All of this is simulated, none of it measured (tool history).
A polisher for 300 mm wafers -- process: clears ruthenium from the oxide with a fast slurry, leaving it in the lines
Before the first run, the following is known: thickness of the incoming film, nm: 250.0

run,hour,flow of slurry (ml/min),pressure of the wafer on the pad (kPa),speed of the pad under the wafer (m/s),abrasive content of the slurry,overpolish time after the end point (s),time until the end point was called (s),dishing of a wide line in a test structure (Å)
1,0,265,20.7,0.98,1,8,53.472,277.37
2,2.3,265,20.7,0.98,1,5,54.42,180.24
3,7.3,270,20.7,0.98,1,5,53.038,184.04
4,16,235,20.7,0.98,1,5,54.612,176.81
5,24.5,235,20.7,0.98,1,7,55.443,242.74
6,31.9,260,20,0.98,1,6,56.311,204.83
7,38.4,325,18.6,1,1,3,57.679,105.31
8,45.6,295,18.6,1,1,3,58.168,104.9
9,54.3,280,19.3,0.98,1,3,57.883,104.85
10,63.3,270,20,0.98,1,3,55.068,106.7
11,69.2,275,18.6,1,1,6,57.869,200.18
12,72.5,295,19.3,0.98,1,6,58.34,203.74
13,76.3,285,19.3,1,0.95,6,56.705,204.05
14,84.9,290,18.6,1,1.05,6,56.034,207.12
15,93.1,300,18.6,1,1,2,58.041,69.927
16,98.6,295,20,0.92,1.05,2,55.966,70.489
17,103.4,280,21.4,0.94,0.9,2,56.758,70.862
18,109.2,265,20.7,1,0.9,2,56.023,73.507
19,111,260,19.3,1.06,0.95,2,54.767,73.086

Expected results for the next run?
20,119.7,260,19.3,0.98,1.05,2,?,?

{"run 20": {"time until the end point was called (s)": 55.408, "dishing of a wide line in a test structure (Å)": 72.036}}
